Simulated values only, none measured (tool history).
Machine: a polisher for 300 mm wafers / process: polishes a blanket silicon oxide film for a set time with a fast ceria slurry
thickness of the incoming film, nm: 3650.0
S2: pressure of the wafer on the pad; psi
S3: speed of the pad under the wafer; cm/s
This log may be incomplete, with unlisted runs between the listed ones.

{"run": 1, "hour": 0.0, "flow of slurry (ml/min)": 135, "S2": 2.4, "S3": 118, "polishing time (s)": 104, "film removed (nm)": 1269.1}
{"run": 2, "hour": 2.5, "flow of slurry (ml/min)": 135, "S2": 2.6, "S3": 118, "polishing time (s)": 104, "film removed (nm)": 1381.1}
{"run": 3, "hour": 5.0, "flow of slurry (ml/min)": 135, "S2": 2.8, "S3": 122, "polishing time (s)": 104, "film removed (nm)": 1540}
{"run": 4, "hour": 10.6, "flow of slurry (ml/min)": 135, "S2": 3, "S3": 126, "polishing time (s)": 104, "film removed (nm)": 1686.7}
{"run": 5, "hour": 15.1, "flow of slurry (ml/min)": 110, "S2": 3, "S3": 126, "polishing time (s)": 104, "film removed (nm)": 1651.5}
{"run": 6, "hour": 17.5, "flow of slurry (ml/min)": 110, "S2": 3.1, "S3": 130, "polishing time (s)": 104, "film removed (nm)": 1744.2}
{"run": 7, "hour": 23.1, "flow of slurry (ml/min)": 115, "S2": 3.2, "S3": 134, "polishing time (s)": 104, "film removed (nm)": 1838}
{"run": 8, "hour": 31.3, "flow of slurry (ml/min)": 115, "S2": 3.3, "S3": 138, "polishing time (s)": 104, "film removed (nm)": 2003.6}

Run 9 comes next. What will it give?
{"run": 9, "hour": 38.8, "flow of slurry (ml/min)": 115, "S2": 3.4, "S3": 140, "polishing time (s)": 104, "film removed (nm)": "?"}

film removed (nm): 2119.7
